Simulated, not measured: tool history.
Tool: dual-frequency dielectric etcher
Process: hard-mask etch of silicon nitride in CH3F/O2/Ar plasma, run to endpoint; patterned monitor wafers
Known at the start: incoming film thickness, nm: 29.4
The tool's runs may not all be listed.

run    day  source power (W)  bias power (W)  endpoint time (s)
  1      0               410              99             39.323
  2  0.142               440              99             38.465
  3  0.446               440              90             40.331
  4  0.504               500              90             38.291
  5  0.762               500             103             36.411
  6  0.808               450              99             38.373
  7  1.183               410              96              39.99
  8  1.512               380              94              41.46
  9  1.771               360              93             42.304

The next listed run, before its measurement:
 10  2.054               340              92                  ?

endpoint time (s): 42.979
